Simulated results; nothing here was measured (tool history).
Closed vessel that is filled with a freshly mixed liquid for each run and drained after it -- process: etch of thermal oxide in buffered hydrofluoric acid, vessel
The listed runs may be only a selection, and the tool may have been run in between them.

run,hour,temperature setpoint of the liquid (°C),parts of 40 % ammonium fluoride to one part of 49 % hydrofluoric acid (parts by volume),time in the liquid (s),thickness taken off the thermal oxide on a monitor wafer (angstrom)
1,0.0,22,14.0,35,293.76
2,2.4,22,14.0,30,253.13
3,9.8,23,14.0,30,269.64
4,14.3,24,13.5,30,296.14
5,21.4,24,16.0,30,249.04
6,27.6,24,16.0,30,248.66

What will run 7 give?
7,31.3,24,16.0,30,?

{"run 7": {"thickness taken off the thermal oxide on a monitor wafer (angstrom)": 249.75}}
